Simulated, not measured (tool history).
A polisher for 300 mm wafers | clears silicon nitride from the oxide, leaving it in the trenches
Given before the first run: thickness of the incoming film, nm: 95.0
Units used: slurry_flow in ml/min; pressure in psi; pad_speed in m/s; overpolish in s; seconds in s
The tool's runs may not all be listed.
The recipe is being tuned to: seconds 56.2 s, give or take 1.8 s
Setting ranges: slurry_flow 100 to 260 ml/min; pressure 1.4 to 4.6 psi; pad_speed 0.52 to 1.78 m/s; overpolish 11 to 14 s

run,hour,slurry_flow,pressure,pad_speed,overpolish,seconds
1,0,165,3,1.14,14,73.749
2,6.4,165,3,1.14,11,74.449
3,14,165,3,1.14,14,74.382
4,17.2,170,3.1,1.14,14,70.339
5,22.3,180,3.2,1.14,14,69.438
6,30.1,180,3.2,1,14,79.204
7,38.3,180,3.4,1,14,72.229
8,46.7,180,3.5,1,14,69.928
9,54.9,205,4.2,1,14,58.424

Pick the move, out of 5, that brings all results within their allowed miss; only one does.
A,63.1,260,3.2,1.26,11,?
B,63.1,180,4,1.02,12,?
C,63.1,210,4.3,1.02,14,?
D,63.1,230,4.5,0.9,11,?
E,63.1,230,4,1,11,?

move,seconds
A,59.388
B,61.341
C,55.979
D,59.756
E,60.579
A: misses by more than the last run did
B: misses by more than the last run did
C: all results in spec
D: misses by more than the last run did
E: misses by more than the last run did
Answer: C
